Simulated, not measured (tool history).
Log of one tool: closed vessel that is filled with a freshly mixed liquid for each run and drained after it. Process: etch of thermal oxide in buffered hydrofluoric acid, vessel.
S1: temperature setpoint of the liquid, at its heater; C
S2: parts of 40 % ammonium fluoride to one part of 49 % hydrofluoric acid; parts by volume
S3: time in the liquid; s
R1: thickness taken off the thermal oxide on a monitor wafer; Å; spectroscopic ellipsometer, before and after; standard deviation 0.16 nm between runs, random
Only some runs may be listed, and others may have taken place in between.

run,hour,S1,S2,S3,R1
1,0.0,21.0,11.5,30,240.92
2,5.5,20.0,12.0,30,221.84
3,11.6,17.0,12.0,30,187.48
4,16.2,17.0,12.0,30,183.90
5,25.0,17.0,12.0,30,186.34
6,30.8,20.5,12.0,30,229.26
7,35.2,19.5,12.5,30,207.89
8,39.2,19.0,13.0,30,192.02
9,41.9,18.5,13.0,30,184.53
10,46.4,18.0,13.0,30,184.66

Estimate the outcome of run 11 from the log above:
11,51.1,17.5,13.0,30,?

R1: 177.43 Å

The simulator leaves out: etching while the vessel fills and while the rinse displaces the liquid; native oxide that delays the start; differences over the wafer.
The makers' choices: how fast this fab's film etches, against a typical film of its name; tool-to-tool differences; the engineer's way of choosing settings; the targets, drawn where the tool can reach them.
